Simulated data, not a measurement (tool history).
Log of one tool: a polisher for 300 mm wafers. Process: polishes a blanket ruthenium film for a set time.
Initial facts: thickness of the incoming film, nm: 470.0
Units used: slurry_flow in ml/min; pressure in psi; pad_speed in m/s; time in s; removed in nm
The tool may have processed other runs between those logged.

run,hour,slurry_flow,pressure,pad_speed,time,removed
1,0,175,1.8,0.8,77,58.519
2,8.1,180,1.9,0.8,77,62.014
3,15.4,180,1.7,0.8,77,55.645
4,24.2,180,1.7,0.8,77,55.804
5,30.9,200,1.7,0.8,77,56.262
6,32.7,200,1.7,0.8,81,59.499

What does the tool deliver on the next run?
7,41.5,200,1.8,0.8,81,?

{"run 7": {"removed": 62.199}}
